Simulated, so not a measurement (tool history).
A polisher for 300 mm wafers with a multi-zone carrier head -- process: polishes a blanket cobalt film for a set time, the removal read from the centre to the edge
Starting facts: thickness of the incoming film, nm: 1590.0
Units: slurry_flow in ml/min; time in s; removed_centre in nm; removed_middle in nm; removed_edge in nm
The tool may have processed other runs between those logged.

{"run": 1, "hour": 0.0, "slurry_flow": 205, "centre_zone": 1.0, "middle_zone": 1.0, "edge_zone": 1.0, "time": 32, "removed_centre": 258.43, "removed_middle": 261.27, "removed_edge": 261.02}
{"run": 2, "hour": 7.2, "slurry_flow": 205, "centre_zone": 0.92, "middle_zone": 1.0, "edge_zone": 1.0, "time": 32, "removed_centre": 247.0, "removed_middle": 259.89, "removed_edge": 264.96}
{"run": 3, "hour": 15.9, "slurry_flow": 205, "centre_zone": 0.84, "middle_zone": 1.0, "edge_zone": 1.0, "time": 32, "removed_centre": 227.15, "removed_middle": 258.38, "removed_edge": 262.05}
{"run": 4, "hour": 23.2, "slurry_flow": 220, "centre_zone": 0.9, "middle_zone": 1.03, "edge_zone": 1.0, "time": 33, "removed_centre": 249.76, "removed_middle": 278.05, "removed_edge": 266.87}
{"run": 5, "hour": 26.6, "slurry_flow": 225, "centre_zone": 0.94, "middle_zone": 1.05, "edge_zone": 1.01, "time": 34, "removed_centre": 267.54, "removed_middle": 289.23, "removed_edge": 276.34}
{"run": 6, "hour": 35.6, "slurry_flow": 230, "centre_zone": 0.97, "middle_zone": 1.07, "edge_zone": 1.01, "time": 35, "removed_centre": 284.74, "removed_middle": 305.93, "removed_edge": 284.97}
{"run": 7, "hour": 36.8, "slurry_flow": 235, "centre_zone": 1.0, "middle_zone": 1.09, "edge_zone": 1.02, "time": 35, "removed_centre": 291.27, "removed_middle": 309.11, "removed_edge": 297.93}
{"run": 8, "hour": 45.1, "slurry_flow": 245, "centre_zone": 1.03, "middle_zone": 1.11, "edge_zone": 1.0, "time": 35, "removed_centre": 302.9, "removed_middle": 320.59, "removed_edge": 281.28}
{"run": 9, "hour": 49.7, "slurry_flow": 250, "centre_zone": 1.05, "middle_zone": 1.12, "edge_zone": 1.01, "time": 35, "removed_centre": 305.93, "removed_middle": 323.97, "removed_edge": 293.62}
{"run": 10, "hour": 57.6, "slurry_flow": 255, "centre_zone": 1.07, "middle_zone": 1.13, "edge_zone": 1.01, "time": 35, "removed_centre": 314.9, "removed_middle": 326.46, "removed_edge": 288.91}
{"run": 11, "hour": 60.6, "slurry_flow": 260, "centre_zone": 1.08, "middle_zone": 1.14, "edge_zone": 1.01, "time": 35, "removed_centre": 317.34, "removed_middle": 329.73, "removed_edge": 289.66}

Run 12 comes next. What will it give?
{"run": 12, "hour": 64.7, "slurry_flow": 265, "centre_zone": 1.09, "middle_zone": 1.15, "edge_zone": 1.01, "time": 35, "removed_centre": "?", "removed_middle": "?", "removed_edge": "?"}

removed_centre: 313.97 nm
removed_middle: 330.49 nm
removed_edge: 297.03 nm

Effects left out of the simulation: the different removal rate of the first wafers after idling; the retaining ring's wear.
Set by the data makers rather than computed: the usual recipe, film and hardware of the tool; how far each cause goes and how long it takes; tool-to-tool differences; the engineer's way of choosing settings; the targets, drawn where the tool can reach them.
